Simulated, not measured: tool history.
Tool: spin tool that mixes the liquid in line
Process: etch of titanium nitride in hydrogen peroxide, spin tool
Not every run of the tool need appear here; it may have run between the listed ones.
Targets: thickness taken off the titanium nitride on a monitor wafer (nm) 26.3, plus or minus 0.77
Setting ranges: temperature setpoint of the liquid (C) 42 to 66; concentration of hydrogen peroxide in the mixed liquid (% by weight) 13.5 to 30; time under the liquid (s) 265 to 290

run	hour	temperature setpoint of the liquid (C)	concentration of hydrogen peroxide in the mixed liquid (% by weight)	time under the liquid (s)	thickness taken off the titanium nitride on a monitor wafer (nm)
1	0	58	25.5	265	14.847
2	9	60	26	265	16.766
3	12	61.5	26.5	270	18.888
4	16.8	62.5	26.5	270	20.052
5	25.4	57.5	26.5	270	14.417
6	26.4	57.5	28.5	270	14.84
7	33.4	59.5	28.5	270	16.844
8	35.5	61	28.5	270	18.864

Exercise: of the 4 proposed moves below, exactly one satisfies all targets within the stated allowed misses. Which move is it?
A	37.6	66	29.5	290	?
B	37.6	62	30	290	?
C	37.6	64	25.5	290	?
D	37.6	65.5	26.5	285	?

move	thickness taken off the titanium nitride on a monitor wafer (nm)
A	28.205
B	21.71
C	23.938
D	26.196
A: takes the biggest miss from the last run beyond its target
B: gains on the last run, yet a result remains outside its allowed miss
C: gains on the last run, yet a result remains outside its allowed miss
D: in spec on every target
Correct choice: D, which meets every target
